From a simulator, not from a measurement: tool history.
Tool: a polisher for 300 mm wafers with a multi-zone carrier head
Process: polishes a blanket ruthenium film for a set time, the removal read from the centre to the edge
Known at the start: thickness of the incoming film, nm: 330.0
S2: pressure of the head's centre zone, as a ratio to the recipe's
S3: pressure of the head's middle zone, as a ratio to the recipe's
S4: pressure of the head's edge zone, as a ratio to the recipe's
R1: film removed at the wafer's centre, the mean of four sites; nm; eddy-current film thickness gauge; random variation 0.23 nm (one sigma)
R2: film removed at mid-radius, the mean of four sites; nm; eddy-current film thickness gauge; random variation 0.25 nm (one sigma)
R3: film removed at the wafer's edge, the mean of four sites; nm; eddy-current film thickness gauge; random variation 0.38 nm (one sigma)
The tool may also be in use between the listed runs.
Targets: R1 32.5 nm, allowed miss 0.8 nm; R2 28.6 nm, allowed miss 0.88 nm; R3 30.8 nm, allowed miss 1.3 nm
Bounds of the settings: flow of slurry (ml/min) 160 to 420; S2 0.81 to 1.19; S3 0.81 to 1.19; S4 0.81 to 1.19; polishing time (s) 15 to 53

{"run": 1, "hour": 0.0, "flow of slurry (ml/min)": 270, "S2": 1, "S3": 1, "S4": 1, "polishing time (s)": 34, "R1": 58.308, "R2": 57.502, "R3": 54.291}
{"run": 2, "hour": 5.4, "flow of slurry (ml/min)": 265, "S2": 0.99, "S3": 0.97, "S4": 0.99, "polishing time (s)": 31, "R1": 52.823, "R2": 51.202, "R3": 49.474}
{"run": 3, "hour": 6.0, "flow of slurry (ml/min)": 195, "S2": 0.99, "S3": 0.97, "S4": 0.99, "polishing time (s)": 31, "R1": 50.929, "R2": 49.213, "R3": 48.233}
{"run": 4, "hour": 11.4, "flow of slurry (ml/min)": 190, "S2": 0.98, "S3": 0.95, "S4": 0.98, "polishing time (s)": 29, "R1": 47.311, "R2": 44.812, "R3": 44.701}
{"run": 5, "hour": 19.5, "flow of slurry (ml/min)": 190, "S2": 0.93, "S3": 0.95, "S4": 0.98, "polishing time (s)": 29, "R1": 44.922, "R2": 45.133, "R3": 44.396}
{"run": 6, "hour": 27.9, "flow of slurry (ml/min)": 190, "S2": 0.93, "S3": 0.95, "S4": 0.98, "polishing time (s)": 34, "R1": 52.723, "R2": 52.009, "R3": 52.812}
{"run": 7, "hour": 35.6, "flow of slurry (ml/min)": 185, "S2": 0.93, "S3": 0.93, "S4": 0.97, "polishing time (s)": 32, "R1": 49.422, "R2": 47.869, "R3": 49.436}
{"run": 8, "hour": 43.0, "flow of slurry (ml/min)": 185, "S2": 0.93, "S3": 0.91, "S4": 0.96, "polishing time (s)": 30, "R1": 47.054, "R2": 44.523, "R3": 45.39}
{"hour": 49.2, "done": "edge zone pressure recalibrated"}
{"run": 9, "hour": 49.2, "flow of slurry (ml/min)": 180, "S2": 0.93, "S3": 0.9, "S4": 0.96, "polishing time (s)": 28, "R1": 43.354, "R2": 40.668, "R3": 44.317}
{"run": 10, "hour": 50.3, "flow of slurry (ml/min)": 255, "S2": 1, "S3": 0.9, "S4": 0.86, "polishing time (s)": 18, "R1": 30.982, "R2": 27.582, "R3": 27.739}
{"run": 11, "hour": 54.0, "flow of slurry (ml/min)": 255, "S2": 1, "S3": 0.9, "S4": 0.86, "polishing time (s)": 18, "R1": 30.603, "R2": 27.397, "R3": 27.726}
{"run": 12, "hour": 58.4, "flow of slurry (ml/min)": 255, "S2": 1, "S3": 0.9, "S4": 0.88, "polishing time (s)": 18, "R1": 30.828, "R2": 27.781, "R3": 28.042}
{"run": 13, "hour": 66.6, "flow of slurry (ml/min)": 255, "S2": 1, "S3": 0.9, "S4": 0.9, "polishing time (s)": 18, "R1": 31.025, "R2": 27.664, "R3": 28.365}
{"run": 14, "hour": 70.6, "flow of slurry (ml/min)": 255, "S2": 1, "S3": 0.9, "S4": 0.9, "polishing time (s)": 18, "R1": 30.963, "R2": 27.478, "R3": 28.081}
{"run": 15, "hour": 76.7, "flow of slurry (ml/min)": 250, "S2": 1, "S3": 0.9, "S4": 0.92, "polishing time (s)": 18, "R1": 30.852, "R2": 27.827, "R3": 29.187}
{"run": 16, "hour": 84.4, "flow of slurry (ml/min)": 250, "S2": 1.01, "S3": 0.9, "S4": 0.93, "polishing time (s)": 18, "R1": 31.087, "R2": 27.243, "R3": 29.218}

Which of these 4 next moves meets every target?
{"run": "A", "hour": 92.1, "flow of slurry (ml/min)": 210, "S2": 1, "S3": 0.86, "S4": 1.01, "polishing time (s)": 18, "R1": "?", "R2": "?", "R3": "?"}
{"run": "B", "hour": 92.1, "flow of slurry (ml/min)": 240, "S2": 1.09, "S3": 0.84, "S4": 0.97, "polishing time (s)": 18, "R1": "?", "R2": "?", "R3": "?"}
{"run": "C", "hour": 92.1, "flow of slurry (ml/min)": 225, "S2": 0.98, "S3": 0.83, "S4": 1.01, "polishing time (s)": 18, "R1": "?", "R2": "?", "R3": "?"}
{"run": "D", "hour": 92.1, "flow of slurry (ml/min)": 165, "S2": 1, "S3": 0.88, "S4": 0.92, "polishing time (s)": 20, "R1": "?", "R2": "?", "R3": "?"}

move=A R1=30.302 R2=25.629 R3=29.504
move=B R1=32.938 R2=25.559 R3=29.312
move=C R1=30.145 R2=25.12 R3=29.715
move=D R1=32.336 R2=27.991 R3=30.527
A: further off than the last run
B: brings the result that was furthest off to its target, and leaves another outside
C: further off than the last run
D: meets every target
Answer: D

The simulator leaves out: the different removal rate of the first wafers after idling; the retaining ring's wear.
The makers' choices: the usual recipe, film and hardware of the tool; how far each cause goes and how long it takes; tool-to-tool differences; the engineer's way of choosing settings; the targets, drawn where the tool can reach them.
